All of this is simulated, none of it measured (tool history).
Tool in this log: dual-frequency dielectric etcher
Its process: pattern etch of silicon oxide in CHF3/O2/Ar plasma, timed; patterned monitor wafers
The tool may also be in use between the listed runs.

run,day,source power (W),bias power (W),etch time (s),mean etch depth across the wafer (nm)
1,0,640,197,523.5,1057.8
2,0.2,580,196,523.5,1026.7
3,0.496,490,196,523.5,972.19
4,0.538,580,196,523.5,1026.7
5,0.8,500,196,523.5,982.39
6,1.1,500,219,523.5,1036.6
7,1.25,460,215,523.5,997.33
8,1.379,440,214,523.5,981.69

What will run 9 give?
9,1.462,420,214,523.5,?

Run 9 came out at mean etch depth across the wafer (nm) 975.

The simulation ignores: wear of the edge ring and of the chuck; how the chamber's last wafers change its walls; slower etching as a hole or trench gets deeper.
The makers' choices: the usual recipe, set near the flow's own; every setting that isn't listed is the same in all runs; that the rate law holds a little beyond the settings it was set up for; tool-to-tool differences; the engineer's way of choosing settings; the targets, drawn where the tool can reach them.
